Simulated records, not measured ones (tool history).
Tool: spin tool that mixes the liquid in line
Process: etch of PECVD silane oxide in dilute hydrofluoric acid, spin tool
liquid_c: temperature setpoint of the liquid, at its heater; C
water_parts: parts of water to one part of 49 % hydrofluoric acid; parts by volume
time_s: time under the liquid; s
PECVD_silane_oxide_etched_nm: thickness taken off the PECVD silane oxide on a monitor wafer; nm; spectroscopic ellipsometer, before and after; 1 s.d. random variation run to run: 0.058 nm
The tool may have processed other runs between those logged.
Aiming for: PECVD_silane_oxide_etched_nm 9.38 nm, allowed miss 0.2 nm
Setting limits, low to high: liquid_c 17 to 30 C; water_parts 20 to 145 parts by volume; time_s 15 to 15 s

{"run": 1, "day": 0.0, "liquid_c": 22, "water_parts": 80, "time_s": 15, "PECVD_silane_oxide_etched_nm": 4.3889}
{"run": 2, "day": 0.371, "liquid_c": 22, "water_parts": 55, "time_s": 15, "PECVD_silane_oxide_etched_nm": 6.5723}
{"run": 3, "day": 0.608, "liquid_c": 23.5, "water_parts": 55, "time_s": 15, "PECVD_silane_oxide_etched_nm": 7.0439}
{"run": 4, "day": 0.671, "liquid_c": 24.5, "water_parts": 55, "time_s": 15, "PECVD_silane_oxide_etched_nm": 7.2816}
{"run": 5, "day": 0.871, "liquid_c": 24.5, "water_parts": 55, "time_s": 15, "PECVD_silane_oxide_etched_nm": 7.2227}
{"run": 6, "day": 0.967, "liquid_c": 25.5, "water_parts": 55, "time_s": 15, "PECVD_silane_oxide_etched_nm": 7.6038}
{"run": 7, "day": 1.288, "liquid_c": 29.5, "water_parts": 55, "time_s": 15, "PECVD_silane_oxide_etched_nm": 8.8065}
{"run": 8, "day": 1.45, "liquid_c": 30, "water_parts": 55, "time_s": 15, "PECVD_silane_oxide_etched_nm": 8.9549}
{"run": 9, "day": 1.671, "liquid_c": 30, "water_parts": 55, "time_s": 15, "PECVD_silane_oxide_etched_nm": 8.9898}
{"run": 10, "day": 1.788, "liquid_c": 30, "water_parts": 50, "time_s": 15, "PECVD_silane_oxide_etched_nm": 10.036}
{"run": 11, "day": 2.1, "liquid_c": 29.5, "water_parts": 50, "time_s": 15, "PECVD_silane_oxide_etched_nm": 9.7816}

Which of these 4 next moves meets every target?
{"run": "A", "day": 2.412, "liquid_c": 29.5, "water_parts": 55, "time_s": 15, "PECVD_silane_oxide_etched_nm": "?"}
{"run": "B", "day": 2.412, "liquid_c": 28.5, "water_parts": 50, "time_s": 15, "PECVD_silane_oxide_etched_nm": "?"}
{"run": "C", "day": 2.412, "liquid_c": 27.5, "water_parts": 45, "time_s": 15, "PECVD_silane_oxide_etched_nm": "?"}
{"run": "D", "day": 2.412, "liquid_c": 30, "water_parts": 50, "time_s": 15, "PECVD_silane_oxide_etched_nm": "?"}

move=A PECVD_silane_oxide_etched_nm=8.7681
move=B PECVD_silane_oxide_etched_nm=9.3413
move=C PECVD_silane_oxide_etched_nm=10.046
move=D PECVD_silane_oxide_etched_nm=9.9111
A: the result that was furthest off in the last run now lies on the other side of its target
B: hits every target within its allowed miss
C: lands further from the targets than the last run did
D: lands further from the targets than the last run did
The move that meets every target is B.
